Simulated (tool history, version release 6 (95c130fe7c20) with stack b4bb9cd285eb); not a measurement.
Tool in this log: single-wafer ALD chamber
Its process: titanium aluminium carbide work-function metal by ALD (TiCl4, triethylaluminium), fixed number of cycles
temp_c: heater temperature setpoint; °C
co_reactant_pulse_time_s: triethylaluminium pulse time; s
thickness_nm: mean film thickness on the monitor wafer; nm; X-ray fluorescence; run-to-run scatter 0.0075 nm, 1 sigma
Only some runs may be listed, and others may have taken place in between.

run    day  temp_c  co_reactant_pulse_time_s  thickness_nm
  1  0.000     320                      8.38        2.2348
  2  0.317     317                      7.86        2.1818
  3  0.375     325                      7.86        2.2661
  4  0.621     317                      7.86        2.1927
  5  0.962     314                      7.37        2.1204
  6  1.300     322                      7.37        2.2159
  7  1.675     319                      7.06        2.1549
  8  1.817     316                      6.86        2.1035
  9  2.092     314                      6.74        2.0799
 10  2.138     312                      6.63        2.0568

The next listed run, before its measurement:
 11  2.479     311                      6.53             ?

Run 11 came out at thickness_nm 2.0229 nm.
